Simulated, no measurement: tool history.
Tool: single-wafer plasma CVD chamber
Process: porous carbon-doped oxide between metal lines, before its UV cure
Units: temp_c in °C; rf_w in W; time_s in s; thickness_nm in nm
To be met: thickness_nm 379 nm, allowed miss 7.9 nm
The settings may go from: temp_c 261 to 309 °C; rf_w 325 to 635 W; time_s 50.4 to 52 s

{"run": 1, "hour": 0.0, "temp_c": 285, "rf_w": 480, "time_s": 50.4, "thickness_nm": 312.73}
{"run": 2, "hour": 6.3, "temp_c": 290, "rf_w": 480, "time_s": 50.4, "thickness_nm": 299.74}
{"run": 3, "hour": 13.5, "temp_c": 300, "rf_w": 480, "time_s": 50.4, "thickness_nm": 279.86}
{"run": 4, "hour": 14.2, "temp_c": 291, "rf_w": 490, "time_s": 50.5, "thickness_nm": 302.2}
{"run": 5, "hour": 15.2, "temp_c": 284, "rf_w": 500, "time_s": 50.5, "thickness_nm": 320.61}
{"run": 6, "hour": 19.5, "temp_c": 280, "rf_w": 500, "time_s": 50.5, "thickness_nm": 331.65}
{"run": 7, "hour": 25.5, "temp_c": 276, "rf_w": 505, "time_s": 50.5, "thickness_nm": 339.91}
{"run": 8, "hour": 34.1, "temp_c": 276, "rf_w": 505, "time_s": 50.5, "thickness_nm": 340.98}
{"run": 9, "hour": 35.8, "temp_c": 273, "rf_w": 510, "time_s": 50.5, "thickness_nm": 351.56}

Which of these 5 next moves meets every target?
{"run": "A", "hour": 37.5, "temp_c": 273, "rf_w": 495, "time_s": 51.6, "thickness_nm": "?"}
{"run": "B", "hour": 37.5, "temp_c": 268, "rf_w": 510, "time_s": 52, "thickness_nm": "?"}
{"run": "C", "hour": 37.5, "temp_c": 291, "rf_w": 540, "time_s": 51.4, "thickness_nm": "?"}
{"run": "D", "hour": 37.5, "temp_c": 272, "rf_w": 495, "time_s": 52, "thickness_nm": "?"}
{"run": "E", "hour": 37.5, "temp_c": 267, "rf_w": 555, "time_s": 52, "thickness_nm": "?"}

move=A thickness_nm=351.54
move=B thickness_nm=374.04
move=C thickness_nm=322.9
move=D thickness_nm=356.89
move=E thickness_nm=394.98
A: as far off as the last run
B: meets every target
C: further off than the last run
D: nearer than the last run, and not there yet
E: takes the result that was furthest off past its target
Move B is the one to make.

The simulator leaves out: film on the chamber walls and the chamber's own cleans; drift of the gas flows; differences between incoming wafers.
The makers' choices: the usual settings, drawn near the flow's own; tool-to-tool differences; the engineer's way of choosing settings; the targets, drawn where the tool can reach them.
